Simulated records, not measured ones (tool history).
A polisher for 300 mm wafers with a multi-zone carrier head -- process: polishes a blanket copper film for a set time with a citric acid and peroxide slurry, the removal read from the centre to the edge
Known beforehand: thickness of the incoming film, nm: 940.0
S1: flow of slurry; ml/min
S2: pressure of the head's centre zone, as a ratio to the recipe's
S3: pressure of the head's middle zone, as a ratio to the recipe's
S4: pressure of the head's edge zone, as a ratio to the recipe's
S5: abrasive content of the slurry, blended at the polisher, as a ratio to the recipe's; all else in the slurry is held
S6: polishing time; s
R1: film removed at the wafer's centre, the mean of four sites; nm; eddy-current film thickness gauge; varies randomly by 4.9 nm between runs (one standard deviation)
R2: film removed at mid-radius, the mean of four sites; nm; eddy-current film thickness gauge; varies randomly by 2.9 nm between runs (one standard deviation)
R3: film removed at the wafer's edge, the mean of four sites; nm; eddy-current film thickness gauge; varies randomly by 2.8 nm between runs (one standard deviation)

| run | hour | S1 | S2 | S3 | S4 | S5 | S6 | R1 | R2 | R3 |
|---|---|---|---|---|---|---|---|---|---|---|
| 1 | 0.0 | 130 | 1.00 | 1.00 | 1.00 | 1.00 | 84 | 232.99 | 233.19 | 235.60 |
| 2 | 5.1 | 130 | 1.00 | 1.00 | 1.00 | 0.85 | 84 | 234.08 | 228.65 | 230.44 |
| 3 | 8.9 | 130 | 0.92 | 1.00 | 1.00 | 0.85 | 84 | 216.10 | 226.06 | 231.40 |
| 4 | 12.4 | 130 | 0.92 | 1.00 | 0.95 | 0.85 | 84 | 209.34 | 228.91 | 226.06 |
| 5 | 15.4 | 130 | 0.87 | 1.00 | 0.95 | 0.85 | 84 | 199.65 | 223.38 | 219.22 |
| 6 | 23.3 | 140 | 0.92 | 1.01 | 1.00 | 0.95 | 87 | 222.65 | 248.64 | 242.69 |
| 7 | 24.3 | 145 | 0.97 | 1.00 | 1.04 | 1.05 | 90 | 262.53 | 259.10 | 263.50 |

Run 8 comes next. What will it give?
| 8 | 28.9 | 180 | 0.97 | 1.04 | 1.14 | 1.30 | 93 | ? | ? | ? |

Run 8 produced R1 280.46 nm, R2 296.80 nm, R3 300.79 nm.
